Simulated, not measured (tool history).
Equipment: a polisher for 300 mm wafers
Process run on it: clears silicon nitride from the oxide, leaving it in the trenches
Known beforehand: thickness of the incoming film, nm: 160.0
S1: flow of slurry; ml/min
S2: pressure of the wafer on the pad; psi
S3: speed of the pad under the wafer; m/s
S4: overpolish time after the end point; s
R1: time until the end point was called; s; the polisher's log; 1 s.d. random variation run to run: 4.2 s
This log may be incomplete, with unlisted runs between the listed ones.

run	day	S1	S2	S3	S4	R1
1	0.000	120	2.8	1.20	3	166.30
2	0.204	120	2.6	1.18	3	176.24
3	0.517	130	2.6	1.18	3	171.94
4	0.588	130	3.3	1.18	3	135.41
5	0.825	110	3.3	1.18	3	145.30
6	0.892	105	3.0	1.16	3	165.61
7	1.004	100	2.8	1.14	3	179.60
8	1.179	100	2.7	1.12	3	186.10

Estimate the outcome of run 9 from the log above:
9	1.233	100	2.6	1.12	3	?

R1: 199.11 s

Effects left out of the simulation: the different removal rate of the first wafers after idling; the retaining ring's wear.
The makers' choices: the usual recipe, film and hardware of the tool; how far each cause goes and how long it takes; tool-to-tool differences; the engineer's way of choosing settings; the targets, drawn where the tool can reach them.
